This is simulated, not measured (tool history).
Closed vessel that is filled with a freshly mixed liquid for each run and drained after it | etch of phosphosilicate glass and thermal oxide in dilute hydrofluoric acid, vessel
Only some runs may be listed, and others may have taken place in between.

| run | hour | temperature setpoint of the liquid (°C) | parts of water to one part of 49 % hydrofluoric acid (parts by volume) | time in the liquid (s) | thickness taken off the phosphosilicate glass on a monitor wafer (Å) | thickness taken off the thermal oxide on a monitor wafer (Å) |
|---|---|---|---|---|---|---|
| 1 | 0 | 23 | 170 | 160 | 511.3 | 37.439 |
| 2 | 5 | 24.5 | 170 | 160 | 537.9 | 39.689 |
| 3 | 9 | 24.5 | 170 | 120 | 406.88 | 29.733 |
| 4 | 13.4 | 24.5 | 170 | 65 | 220.37 | 15.804 |
| 5 | 15.6 | 26.5 | 135 | 65 | 310.46 | 22.689 |
| 6 | 22.1 | 26.5 | 165 | 65 | 241.37 | 17.764 |
| 7 | 25.2 | 27 | 130 | 65 | 324.7 | 23.849 |
| 8 | 34.2 | 27.5 | 105 | 65 | 426.64 | 31.074 |
| 9 | 35.8 | 28.5 | 95 | 65 | 500.97 | 36.562 |

What does the tool deliver on the next run?
| 10 | 37.1 | 29.5 | 90 | 65 | ? | ? |

{"run 10": {"thickness taken off the phosphosilicate glass on a monitor wafer (Å)": 553.24, "thickness taken off the thermal oxide on a monitor wafer (Å)": 41.338}}
